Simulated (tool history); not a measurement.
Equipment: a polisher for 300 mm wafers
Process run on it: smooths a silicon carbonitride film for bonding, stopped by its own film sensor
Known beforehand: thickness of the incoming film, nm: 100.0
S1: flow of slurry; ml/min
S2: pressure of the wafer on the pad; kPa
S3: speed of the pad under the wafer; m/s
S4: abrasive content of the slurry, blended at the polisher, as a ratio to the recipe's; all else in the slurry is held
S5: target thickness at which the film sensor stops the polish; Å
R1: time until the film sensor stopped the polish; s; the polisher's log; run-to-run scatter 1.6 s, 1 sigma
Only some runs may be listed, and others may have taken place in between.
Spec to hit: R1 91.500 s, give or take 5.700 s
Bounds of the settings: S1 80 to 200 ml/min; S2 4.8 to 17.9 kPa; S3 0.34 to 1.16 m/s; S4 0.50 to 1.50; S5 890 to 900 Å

| run | hour | S1 | S2 | S3 | S4 | S5 | R1 |
|---|---|---|---|---|---|---|---|
| 1 | 0.0 | 130 | 11.0 | 0.74 | 1.00 | 890 | 63.124 |
| 2 | 6.3 | 130 | 11.0 | 0.74 | 1.00 | 890 | 66.101 |
| 3 | 15.1 | 130 | 11.0 | 0.74 | 0.85 | 890 | 73.096 |
| 4 | 17.7 | 130 | 11.0 | 0.74 | 0.85 | 900 | 67.506 |
| 5 | 26.0 | 155 | 11.0 | 0.74 | 0.85 | 900 | 63.664 |
| 6 | 27.4 | 155 | 11.0 | 0.74 | 1.00 | 900 | 57.264 |
| 7 | 31.4 | 150 | 10.3 | 0.74 | 1.00 | 900 | 61.225 |
| 8 | 36.4 | 150 | 10.3 | 0.74 | 1.00 | 900 | 62.357 |

Exercise: of the 5 proposed moves below, exactly one satisfies all targets within the stated allowed misses. Which move is it?
| A | 41.4 | 150 | 6.9 | 0.58 | 1.10 | 890 | ? |
| B | 41.4 | 135 | 9.7 | 0.80 | 1.00 | 890 | ? |
| C | 41.4 | 135 | 13.8 | 0.60 | 0.95 | 900 | ? |
| D | 41.4 | 140 | 5.5 | 0.70 | 1.05 | 890 | ? |
| E | 41.4 | 200 | 6.9 | 0.72 | 0.95 | 900 | ? |

| move | R1 |
|---|---|
| A | 107.410 |
| B | 69.266 |
| C | 54.520 |
| D | 123.670 |
| E | 89.498 |
A: takes the biggest miss from the last run beyond its target
B: gains on the last run, yet a result remains outside its allowed miss
C: lands further from the targets than the last run did
D: takes the biggest miss from the last run beyond its target
E: every result within its allowed miss
The move that meets every target is E.

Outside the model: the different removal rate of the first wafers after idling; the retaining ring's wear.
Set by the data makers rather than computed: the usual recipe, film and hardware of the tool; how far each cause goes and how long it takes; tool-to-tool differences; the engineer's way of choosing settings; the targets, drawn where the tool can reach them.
